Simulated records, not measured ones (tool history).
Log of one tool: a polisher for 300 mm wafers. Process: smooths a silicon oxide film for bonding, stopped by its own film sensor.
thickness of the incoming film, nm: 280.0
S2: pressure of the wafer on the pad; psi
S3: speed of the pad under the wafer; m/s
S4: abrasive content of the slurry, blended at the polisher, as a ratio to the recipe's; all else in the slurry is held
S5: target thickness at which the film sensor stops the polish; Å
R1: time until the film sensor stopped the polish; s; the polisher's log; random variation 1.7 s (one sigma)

Run 1, hour 0.0: flow of slurry (ml/min) 240, S2 1.8 psi, S3 1.02 m/s, S4 1.00, S5 2480 Å. Result: R1 65.038 s.
Run 2, hour 2.1: flow of slurry (ml/min) 240, S2 1.8 psi, S3 1.02 m/s, S4 1.00, S5 2480 Å. Result: R1 66.142 s.
Run 3, hour 4.1: flow of slurry (ml/min) 240, S2 1.8 psi, S3 1.02 m/s, S4 0.85, S5 2480 Å. Result: R1 69.475 s.
Run 4, hour 12.1: flow of slurry (ml/min) 240, S2 1.8 psi, S3 1.22 m/s, S4 0.85, S5 2480 Å. Result: R1 60.137 s.
Run 5, hour 13.2: flow of slurry (ml/min) 240, S2 1.8 psi, S3 1.06 m/s, S4 0.85, S5 2480 Å. Result: R1 70.729 s.
Run 6, hour 19.4: flow of slurry (ml/min) 240, S2 1.7 psi, S3 1.06 m/s, S4 0.85, S5 2480 Å. Result: R1 69.297 s.
Run 7, hour 27.5: flow of slurry (ml/min) 240, S2 1.6 psi, S3 1.04 m/s, S4 0.85, S5 2480 Å. Result: R1 78.501 s.

Forecast run 8:
Run 8, hour 33.7: flow of slurry (ml/min) 240, S2 1.4 psi, S3 1.02 m/s, S4 0.85, S5 2480 Å. Result: R1 ?.

Run 8 gave R1 90.070 s.

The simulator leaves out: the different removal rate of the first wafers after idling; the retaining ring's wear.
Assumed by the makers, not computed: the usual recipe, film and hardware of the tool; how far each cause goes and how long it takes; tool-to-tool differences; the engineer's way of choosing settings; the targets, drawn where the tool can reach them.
